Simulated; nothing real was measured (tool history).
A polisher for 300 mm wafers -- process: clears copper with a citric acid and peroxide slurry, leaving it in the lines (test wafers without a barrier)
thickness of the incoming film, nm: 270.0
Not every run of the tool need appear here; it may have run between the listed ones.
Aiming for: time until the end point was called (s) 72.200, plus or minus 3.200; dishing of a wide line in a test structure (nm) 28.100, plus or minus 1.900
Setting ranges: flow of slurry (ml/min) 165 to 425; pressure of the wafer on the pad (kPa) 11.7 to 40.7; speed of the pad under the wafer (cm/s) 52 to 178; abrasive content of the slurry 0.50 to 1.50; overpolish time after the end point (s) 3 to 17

| run | hour | flow of slurry (ml/min) | pressure of the wafer on the pad (kPa) | speed of the pad under the wafer (cm/s) | abrasive content of the slurry | overpolish time after the end point (s) | time until the end point was called (s) | dishing of a wide line in a test structure (nm) |
|---|---|---|---|---|---|---|---|---|
| 1 | 0.0 | 275 | 26.2 | 114 | 1.00 | 9 | 93.948 | 19.440 |
| 2 | 8.1 | 275 | 27.6 | 114 | 1.00 | 9 | 88.491 | 19.932 |
| 3 | 9.1 | 275 | 27.6 | 114 | 0.85 | 9 | 95.322 | 19.882 |
| 4 | 11.6 | 275 | 29.0 | 114 | 0.85 | 9 | 91.128 | 20.079 |
| 5 | 14.2 | 225 | 29.0 | 114 | 0.85 | 9 | 93.067 | 19.944 |
| 6 | 22.6 | 225 | 30.3 | 114 | 0.85 | 9 | 89.408 | 21.300 |
| 7 | 25.9 | 230 | 31.0 | 114 | 0.85 | 9 | 85.013 | 21.896 |
| 8 | 32.5 | 230 | 31.7 | 114 | 0.85 | 9 | 84.184 | 21.596 |
| 9 | 33.1 | 230 | 32.4 | 114 | 0.85 | 9 | 82.403 | 22.175 |
| 10 | 37.4 | 230 | 33.1 | 114 | 0.85 | 9 | 82.257 | 23.406 |
| 11 | 43.2 | 230 | 33.8 | 114 | 0.85 | 9 | 79.582 | 23.288 |

Of the 5 settings listed for the next run, only one would bring every result within its allowed miss of target. Which one?
| A | 49.0 | 220 | 34.5 | 122 | 0.85 | 8 | ? | ? |
| B | 49.0 | 215 | 32.4 | 126 | 0.85 | 11 | ? | ? |
| C | 49.0 | 240 | 33.8 | 122 | 0.75 | 11 | ? | ? |
| D | 49.0 | 270 | 33.1 | 124 | 0.95 | 10 | ? | ? |
| E | 49.0 | 235 | 33.1 | 122 | 0.75 | 12 | ? | ? |

| move | time until the end point was called (s) | dishing of a wide line in a test structure (nm) |
|---|---|---|
| A | 74.860 | 21.915 |
| B | 78.049 | 28.274 |
| C | 77.770 | 28.400 |
| D | 73.154 | 27.510 |
| E | 79.565 | 30.096 |
A: the biggest miss grows against the last run
B: corrects the largest miss of the last run, while another result sits out of spec
C: corrects the largest miss of the last run, while another result sits out of spec
D: every result within its allowed miss
E: moves the result that the last run missed by most past its target, out the other side
So the answer is move D, the one that meets all the targets.
